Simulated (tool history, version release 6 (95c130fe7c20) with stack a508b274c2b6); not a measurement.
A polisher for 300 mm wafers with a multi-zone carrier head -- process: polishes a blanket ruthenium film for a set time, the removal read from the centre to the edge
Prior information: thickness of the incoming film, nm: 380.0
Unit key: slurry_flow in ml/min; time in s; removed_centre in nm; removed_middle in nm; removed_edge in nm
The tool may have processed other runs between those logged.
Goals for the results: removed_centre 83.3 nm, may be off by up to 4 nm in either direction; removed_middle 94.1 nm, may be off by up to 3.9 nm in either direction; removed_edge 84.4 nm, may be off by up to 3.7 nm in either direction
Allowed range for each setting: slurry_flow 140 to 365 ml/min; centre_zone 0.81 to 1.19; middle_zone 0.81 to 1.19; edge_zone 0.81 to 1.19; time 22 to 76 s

| run | day | slurry_flow | centre_zone | middle_zone | edge_zone | time | removed_centre | removed_middle | removed_edge |
|---|---|---|---|---|---|---|---|---|---|
| 1 | 0 | 235 | 1 | 1 | 1 | 49 | 67.663 | 70.15 | 68.738 |
| 2 | 0.046 | 190 | 1 | 1 | 1 | 49 | 68.4 | 69.168 | 67.857 |
| 3 | 0.275 | 190 | 1 | 1 | 0.95 | 49 | 67.613 | 67.988 | 66.013 |
| 4 | 0.471 | 190 | 1 | 1 | 0.9 | 49 | 66.499 | 68.781 | 63.253 |
| 5 | 0.729 | 190 | 1 | 1 | 0.9 | 57 | 78.86 | 80.487 | 74.847 |
| 6 | 1.021 | 190 | 0.94 | 1 | 0.9 | 57 | 71.002 | 79.419 | 74.288 |
| 7 | 1.225 | 195 | 0.96 | 1.03 | 0.93 | 58 | 77.333 | 82.225 | 76.78 |
| 8 | 1.579 | 205 | 0.94 | 1.06 | 0.94 | 59 | 75.949 | 87.32 | 80.05 |
| 9 | 1.771 | 210 | 0.95 | 1.08 | 0.95 | 59 | 78.355 | 88.68 | 79.091 |
| 10 | 1.892 | 215 | 0.95 | 1.09 | 0.97 | 60 | 78.76 | 90.983 | 82.746 |

Of the 5 settings listed for the next run, only one would bring every result within its allowed miss of target. Which one?
| A | 2.012 | 225 | 0.89 | 1.17 | 0.99 | 59 | ? | ? | ? |
| B | 2.012 | 205 | 0.98 | 1.02 | 0.94 | 58 | ? | ? | ? |
| C | 2.012 | 255 | 1.03 | 1.04 | 0.86 | 59 | ? | ? | ? |
| D | 2.012 | 210 | 0.9 | 1.11 | 0.93 | 60 | ? | ? | ? |
| E | 2.012 | 185 | 0.96 | 1.09 | 0.94 | 63 | ? | ? | ? |

| move | removed_centre | removed_middle | removed_edge |
|---|---|---|---|
| A | 73.541 | 96.477 | 82.714 |
| B | 78.72 | 83.48 | 78.916 |
| C | 86.308 | 88.253 | 78.337 |
| D | 74.998 | 93.093 | 81.289 |
| E | 82.728 | 94.867 | 84.917 |
A: misses by more than the last run did
B: misses by more than the last run did
C: meets the target for the result that was furthest off, but another lies outside its allowed miss
D: misses by more than the last run did
E: each result inside its tolerance
The move that meets every target is E.
